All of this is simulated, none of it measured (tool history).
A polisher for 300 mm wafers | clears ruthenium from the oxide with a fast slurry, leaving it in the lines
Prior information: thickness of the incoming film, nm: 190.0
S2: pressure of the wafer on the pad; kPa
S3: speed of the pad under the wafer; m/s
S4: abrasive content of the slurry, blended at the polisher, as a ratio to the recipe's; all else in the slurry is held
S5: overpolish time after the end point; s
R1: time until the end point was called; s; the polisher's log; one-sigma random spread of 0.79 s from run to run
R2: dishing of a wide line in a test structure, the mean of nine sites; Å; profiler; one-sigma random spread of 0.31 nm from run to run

{"run": 1, "day": 0.0, "flow of slurry (ml/min)": 265, "S2": 20, "S3": 1.2, "S4": 1, "S5": 8, "R1": 38.529, "R2": 341.29}
{"run": 2, "day": 0.367, "flow of slurry (ml/min)": 265, "S2": 20, "S3": 1.2, "S4": 1.2, "S5": 8, "R1": 34.071, "R2": 394.28}
{"run": 3, "day": 0.696, "flow of slurry (ml/min)": 265, "S2": 20, "S3": 1.2, "S4": 1.2, "S5": 5, "R1": 34.256, "R2": 249.97}
{"run": 4, "day": 0.817, "flow of slurry (ml/min)": 265, "S2": 20, "S3": 1.2, "S4": 1.2, "S5": 4, "R1": 34.681, "R2": 200.66}
{"run": 5, "day": 1.15, "flow of slurry (ml/min)": 265, "S2": 17.9, "S3": 1.2, "S4": 1.2, "S5": 4, "R1": 39.337, "R2": 182.13}
{"run": 6, "day": 1.358, "flow of slurry (ml/min)": 265, "S2": 15.9, "S3": 1.2, "S4": 1.2, "S5": 4, "R1": 43.441, "R2": 161.21}
{"run": 7, "day": 1.65, "flow of slurry (ml/min)": 260, "S2": 14.5, "S3": 1.16, "S4": 1.2, "S5": 6, "R1": 48.03, "R2": 215.96}
{"run": 8, "day": 1.975, "flow of slurry (ml/min)": 260, "S2": 13.1, "S3": 1.14, "S4": 1.25, "S5": 7, "R1": 53.489, "R2": 230.37}

Predict the results of run 9:
{"run": 9, "day": 2.275, "flow of slurry (ml/min)": 260, "S2": 12.4, "S3": 1.14, "S4": 1.3, "S5": 8, "R1": "?", "R2": "?"}

Run 9 gave R1 54.49 s, R2 253.42 Å.
